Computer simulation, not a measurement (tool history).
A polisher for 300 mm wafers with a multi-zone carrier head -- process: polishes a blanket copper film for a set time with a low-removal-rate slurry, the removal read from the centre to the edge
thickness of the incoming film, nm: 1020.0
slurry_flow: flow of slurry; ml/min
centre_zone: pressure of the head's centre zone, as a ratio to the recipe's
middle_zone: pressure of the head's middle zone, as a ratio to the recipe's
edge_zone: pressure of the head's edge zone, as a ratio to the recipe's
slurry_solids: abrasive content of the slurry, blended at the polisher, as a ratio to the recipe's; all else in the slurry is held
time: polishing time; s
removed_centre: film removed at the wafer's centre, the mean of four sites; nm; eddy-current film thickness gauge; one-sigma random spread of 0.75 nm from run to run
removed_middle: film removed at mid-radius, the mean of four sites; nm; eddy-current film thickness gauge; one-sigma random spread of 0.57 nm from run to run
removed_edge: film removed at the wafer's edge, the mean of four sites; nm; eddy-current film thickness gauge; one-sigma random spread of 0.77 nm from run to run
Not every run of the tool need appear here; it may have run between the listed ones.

Run 1, hour 0: slurry_flow 200 ml/min, centre_zone 1, middle_zone 1, edge_zone 1, slurry_solids 1, time 56 s. Result: removed_centre 131.79 nm, removed_middle 135.65 nm, removed_edge 130.26 nm.
Run 2, hour 3.3: slurry_flow 150 ml/min, centre_zone 1, middle_zone 1, edge_zone 1, slurry_solids 1, time 56 s. Result: removed_centre 123.25 nm, removed_middle 127.54 nm, removed_edge 125.04 nm.
Run 3, hour 4.8: slurry_flow 150 ml/min, centre_zone 1.03, middle_zone 1, edge_zone 1, slurry_solids 1, time 56 s. Result: removed_centre 128.15 nm, removed_middle 127.3 nm, removed_edge 126.6 nm.
Run 4, hour 7.6: slurry_flow 165 ml/min, centre_zone 1.01, middle_zone 0.98, edge_zone 0.94, slurry_solids 0.85, time 49 s. Result: removed_centre 108.75 nm, removed_middle 107.87 nm, removed_edge 103.83 nm.
Run 5, hour 14.1: slurry_flow 170 ml/min, centre_zone 0.99, middle_zone 0.97, edge_zone 0.9, slurry_solids 0.75, time 46 s. Result: removed_centre 97.27 nm, removed_middle 97.84 nm, removed_edge 92.853 nm.
Run 6, hour 15.5: slurry_flow 170 ml/min, centre_zone 0.99, middle_zone 1.01, edge_zone 0.9, slurry_solids 0.75, time 46 s. Result: removed_centre 99.46 nm, removed_middle 102.05 nm, removed_edge 93.04 nm.

Predict the results of run 7:
Run 7, hour 18.3: slurry_flow 175 ml/min, centre_zone 0.98, middle_zone 0.99, edge_zone 0.87, slurry_solids 0.65, time 44 s. Result: removed_centre ?, removed_middle ?, removed_edge ?.

removed_centre: 90.387 nm
removed_middle: 93.268 nm
removed_edge: 86.237 nm
